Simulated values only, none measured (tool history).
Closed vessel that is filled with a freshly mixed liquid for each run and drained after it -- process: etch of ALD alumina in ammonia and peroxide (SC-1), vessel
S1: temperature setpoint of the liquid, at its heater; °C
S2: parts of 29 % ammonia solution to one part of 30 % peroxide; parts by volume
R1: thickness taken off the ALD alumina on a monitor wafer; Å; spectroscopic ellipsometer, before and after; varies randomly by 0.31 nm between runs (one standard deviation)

run 1 hour=0.0 | S1=47.0 S2=0.45 time_in_the_liquid_(s)=220 | R1=172.70
run 2 hour=6.2 | S1=47.0 S2=0.55 time_in_the_liquid_(s)=220 | R1=172.45
run 3 hour=7.3 | S1=52.0 S2=0.55 time_in_the_liquid_(s)=220 | R1=231.87
run 4 hour=9.8 | S1=52.0 S2=0.60 time_in_the_liquid_(s)=220 | R1=233.86
run 5 hour=15.7 | S1=52.0 S2=0.60 time_in_the_liquid_(s)=220 | R1=233.52
run 6 hour=20.7 | S1=52.0 S2=0.65 time_in_the_liquid_(s)=220 | R1=234.17
run 7 hour=29.1 | S1=52.5 S2=0.65 time_in_the_liquid_(s)=220 | R1=239.92
run 8 hour=30.6 | S1=53.0 S2=0.65 time_in_the_liquid_(s)=220 | R1=248.34
run 9 hour=33.8 | S1=53.5 S2=0.65 time_in_the_liquid_(s)=220 | R1=257.87
run 10 hour=34.5 | S1=54.0 S2=0.65 time_in_the_liquid_(s)=220 | R1=265.82
run 11 hour=40.2 | S1=54.5 S2=0.65 time_in_the_liquid_(s)=220 | R1=264.00
run 12 hour=41.4 | S1=55.0 S2=0.65 time_in_the_liquid_(s)=220 | R1=272.86
run 13 hour=45.3 | S1=55.0 S2=0.65 time_in_the_liquid_(s)=220 | R1=273.56
run 14 hour=53.7 | S1=55.5 S2=0.65 time_in_the_liquid_(s)=220 | R1=284.46

For run 15, what comes out?
run 15 hour=58.0 | S1=56.5 S2=0.65 time_in_the_liquid_(s)=220 | R1=?

Run 15 came out at R1 296.90 Å.
